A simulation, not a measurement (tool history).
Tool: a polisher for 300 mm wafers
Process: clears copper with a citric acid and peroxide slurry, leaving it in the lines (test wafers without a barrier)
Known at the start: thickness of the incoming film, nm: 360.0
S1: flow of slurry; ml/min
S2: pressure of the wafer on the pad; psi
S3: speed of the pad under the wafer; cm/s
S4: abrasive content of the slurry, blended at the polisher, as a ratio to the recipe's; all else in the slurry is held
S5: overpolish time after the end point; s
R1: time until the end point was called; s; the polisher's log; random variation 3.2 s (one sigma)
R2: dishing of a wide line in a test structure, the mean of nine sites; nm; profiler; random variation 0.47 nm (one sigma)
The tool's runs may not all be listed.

{"run": 1, "hour": 0.0, "S1": 310, "S2": 3, "S3": 110, "S4": 1, "S5": 17, "R1": 184.31, "R2": 23.459}
{"run": 2, "hour": 2.0, "S1": 310, "S2": 2.9, "S3": 110, "S4": 1, "S5": 20, "R1": 189.4, "R2": 26.769}
{"run": 3, "hour": 8.0, "S1": 310, "S2": 2.8, "S3": 110, "S4": 1, "S5": 22, "R1": 195.17, "R2": 27.321}
{"run": 4, "hour": 13.1, "S1": 310, "S2": 2.8, "S3": 108, "S4": 1, "S5": 24, "R1": 197.95, "R2": 29.233}
{"run": 5, "hour": 16.7, "S1": 310, "S2": 2.8, "S3": 108, "S4": 1, "S5": 25, "R1": 196.64, "R2": 30.824}
{"run": 6, "hour": 23.3, "S1": 310, "S2": 2.8, "S3": 108, "S4": 1, "S5": 21, "R1": 198.74, "R2": 26.197}
{"run": 7, "hour": 25.0, "S1": 310, "S2": 2.8, "S3": 108, "S4": 1, "S5": 23, "R1": 197.52, "R2": 28.568}

Run 8 comes next. What will it give?
{"run": 8, "hour": 33.9, "S1": 310, "S2": 2.8, "S3": 108, "S4": 1, "S5": 25, "R1": "?", "R2": "?"}

R1: 203.89 s
R2: 29.963 nm
